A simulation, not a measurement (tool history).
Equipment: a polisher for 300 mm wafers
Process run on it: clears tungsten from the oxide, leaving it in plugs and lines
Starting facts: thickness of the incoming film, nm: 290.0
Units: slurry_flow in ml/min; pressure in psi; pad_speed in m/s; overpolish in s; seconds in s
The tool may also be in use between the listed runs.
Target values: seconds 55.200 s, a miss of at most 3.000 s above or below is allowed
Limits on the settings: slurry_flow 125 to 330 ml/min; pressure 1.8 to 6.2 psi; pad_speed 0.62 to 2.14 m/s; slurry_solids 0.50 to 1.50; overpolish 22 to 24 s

Run 1, day 0.000: slurry_flow 210 ml/min, pressure 4.0 psi, pad_speed 1.38 m/s, slurry_solids 1.00, overpolish 22 s. Result: seconds 36.761 s.
Run 2, day 0.158: slurry_flow 210 ml/min, pressure 3.8 psi, pad_speed 1.38 m/s, slurry_solids 1.00, overpolish 22 s. Result: seconds 37.524 s.
Run 3, day 0.417: slurry_flow 210 ml/min, pressure 3.8 psi, pad_speed 1.38 m/s, slurry_solids 0.80, overpolish 22 s. Result: seconds 40.179 s.
Run 4, day 0.517: slurry_flow 210 ml/min, pressure 3.6 psi, pad_speed 1.38 m/s, slurry_solids 0.80, overpolish 22 s. Result: seconds 42.251 s.
Run 5, day 0.562: slurry_flow 160 ml/min, pressure 3.6 psi, pad_speed 1.38 m/s, slurry_solids 0.80, overpolish 22 s. Result: seconds 43.153 s.
Run 6, day 0.621: slurry_flow 160 ml/min, pressure 3.6 psi, pad_speed 1.58 m/s, slurry_solids 0.80, overpolish 22 s. Result: seconds 37.430 s.
Run 7, day 0.767: slurry_flow 160 ml/min, pressure 3.4 psi, pad_speed 1.58 m/s, slurry_solids 0.80, overpolish 22 s. Result: seconds 38.629 s.
Run 8, day 1.096: slurry_flow 160 ml/min, pressure 3.2 psi, pad_speed 1.58 m/s, slurry_solids 0.80, overpolish 22 s. Result: seconds 40.882 s.
Run 9, day 1.412: slurry_flow 160 ml/min, pressure 3.0 psi, pad_speed 1.58 m/s, slurry_solids 0.80, overpolish 22 s. Result: seconds 42.292 s.
Run 10, day 1.754: slurry_flow 160 ml/min, pressure 1.9 psi, pad_speed 1.52 m/s, slurry_solids 0.80, overpolish 22 s. Result: seconds 59.740 s.

Consider the 5 candidate settings below. Which is the only one whose results all fall within their allowed miss of target?
Run A, day 2.096: slurry_flow 160 ml/min, pressure 1.8 psi, pad_speed 1.46 m/s, slurry_solids 0.85, overpolish 22 s. Result: seconds ?.
Run B, day 2.096: slurry_flow 165 ml/min, pressure 1.8 psi, pad_speed 1.38 m/s, slurry_solids 0.80, overpolish 22 s. Result: seconds ?.
Run C, day 2.096: slurry_flow 175 ml/min, pressure 1.8 psi, pad_speed 1.38 m/s, slurry_solids 0.90, overpolish 22 s. Result: seconds ?.
Run D, day 2.096: slurry_flow 175 ml/min, pressure 2.1 psi, pad_speed 1.54 m/s, slurry_solids 0.75, overpolish 24 s. Result: seconds ?.
Run E, day 2.096: slurry_flow 195 ml/min, pressure 1.8 psi, pad_speed 1.62 m/s, slurry_solids 0.50, overpolish 22 s. Result: seconds ?.

move  seconds
   A   63.246
   B   67.611
   C   65.041
   D   56.143
   E   64.411
A: misses by more than the last run did
B: misses by more than the last run did
C: misses by more than the last run did
D: hits every target within its allowed miss
E: misses by more than the last run did
Answer: D
